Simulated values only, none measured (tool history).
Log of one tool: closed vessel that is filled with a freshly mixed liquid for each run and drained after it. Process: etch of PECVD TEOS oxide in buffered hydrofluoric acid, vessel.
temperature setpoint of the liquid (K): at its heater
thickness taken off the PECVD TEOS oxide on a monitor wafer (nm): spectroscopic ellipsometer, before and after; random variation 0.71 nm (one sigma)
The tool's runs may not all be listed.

run,hour,temperature setpoint of the liquid (K),parts of 40 % ammonium fluoride to one part of 49 % hydrofluoric acid (parts by volume),time in the liquid (s),thickness taken off the PECVD TEOS oxide on a monitor wafer (nm)
1,0.0,296.15,21.0,30,38.705
2,0.7,296.15,15.5,30,51.411
3,6.2,294.65,15.5,30,48.260
4,8.5,297.15,15.0,30,56.400
5,15.2,298.65,15.0,30,62.210
6,23.7,298.65,19.0,30,49.074
7,29.9,300.15,18.5,30,54.067
8,36.6,301.15,18.0,30,58.713
9,42.9,302.15,17.5,30,63.985

Forecast run 10:
10,51.1,302.65,17.5,30,?

Run 10 gave thickness taken off the PECVD TEOS oxide on a monitor wafer (nm) 65.550.
